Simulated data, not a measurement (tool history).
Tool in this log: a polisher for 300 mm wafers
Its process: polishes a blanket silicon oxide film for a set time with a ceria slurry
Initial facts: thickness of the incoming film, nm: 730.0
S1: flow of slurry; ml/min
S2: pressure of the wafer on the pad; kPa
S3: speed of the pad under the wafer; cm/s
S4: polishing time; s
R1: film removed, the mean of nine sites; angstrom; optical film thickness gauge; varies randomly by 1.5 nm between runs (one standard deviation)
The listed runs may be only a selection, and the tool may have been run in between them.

run	hour	S1	S2	S3	S4	R1
1	0	205	28.3	90	54	2390.8
2	3.2	200	26.9	90	54	2340.7
3	7.5	160	26.9	90	54	2284.8
4	14.6	160	26.9	100	54	2542.1
5	22.7	160	24.8	100	54	2458.2
6	31.7	160	22.8	100	54	2283.3
7	32.8	160	21.4	100	54	2200.9
8	40.4	160	20.7	100	54	2202.2
9	45.3	160	19.3	100	54	2122.9
10	53.6	160	18.6	100	54	2084.8

The next listed run, before its measurement:
11	54.8	160	17.9	100	54	?

R1: 2031.3 angstrom
